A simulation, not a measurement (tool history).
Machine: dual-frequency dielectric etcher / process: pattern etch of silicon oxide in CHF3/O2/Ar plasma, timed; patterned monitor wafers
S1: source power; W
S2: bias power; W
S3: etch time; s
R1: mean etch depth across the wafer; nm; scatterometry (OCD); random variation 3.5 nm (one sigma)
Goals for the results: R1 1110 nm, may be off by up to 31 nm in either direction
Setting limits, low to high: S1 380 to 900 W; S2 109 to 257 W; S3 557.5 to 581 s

{"run": 1, "hour": 0.0, "S1": 640, "S2": 183, "S3": 557.5, "R1": 1248.2}
{"run": 2, "hour": 2.2, "S1": 640, "S2": 214, "S3": 557.5, "R1": 1326.8}
{"run": 3, "hour": 10.0, "S1": 580, "S2": 214, "S3": 557.5, "R1": 1294}
{"run": 4, "hour": 15.8, "S1": 560, "S2": 208, "S3": 557.5, "R1": 1255}
{"run": 5, "hour": 20.6, "S1": 650, "S2": 208, "S3": 557.5, "R1": 1325.4}
{"run": 6, "hour": 25.3, "S1": 620, "S2": 204, "S3": 557.5, "R1": 1287.4}
{"run": 7, "hour": 26.4, "S1": 590, "S2": 200, "S3": 557.5, "R1": 1252.6}
{"run": 8, "hour": 32.0, "S1": 570, "S2": 198, "S3": 557.5, "R1": 1241.4}
{"run": 9, "hour": 40.8, "S1": 440, "S2": 171, "S3": 557.5, "R1": 1057.6}
{"run": 10, "hour": 42.5, "S1": 450, "S2": 172, "S3": 557.5, "R1": 1068.3}
{"run": 11, "hour": 50.6, "S1": 460, "S2": 173, "S3": 557.5, "R1": 1085.3}

Below are 5 possible settings for the next run. Only one of them brings all results inside the allowed miss of their targets. Which is it?
{"run": "A", "hour": 58.7, "S1": 380, "S2": 176, "S3": 563, "R1": "?"}
{"run": "B", "hour": 58.7, "S1": 460, "S2": 162, "S3": 557.5, "R1": "?"}
{"run": "C", "hour": 58.7, "S1": 420, "S2": 162, "S3": 568, "R1": "?"}
{"run": "D", "hour": 58.7, "S1": 490, "S2": 171, "S3": 571, "R1": "?"}
{"run": "E", "hour": 58.7, "S1": 500, "S2": 142, "S3": 574, "R1": "?"}

move=A R1=1024.5
move=B R1=1045.3
move=C R1=1030.6
move=D R1=1122.8
move=E R1=1043.7
A: misses by more than the last run did
B: misses by more than the last run did
C: misses by more than the last run did
D: all results in spec
E: misses by more than the last run did
D meets every target.

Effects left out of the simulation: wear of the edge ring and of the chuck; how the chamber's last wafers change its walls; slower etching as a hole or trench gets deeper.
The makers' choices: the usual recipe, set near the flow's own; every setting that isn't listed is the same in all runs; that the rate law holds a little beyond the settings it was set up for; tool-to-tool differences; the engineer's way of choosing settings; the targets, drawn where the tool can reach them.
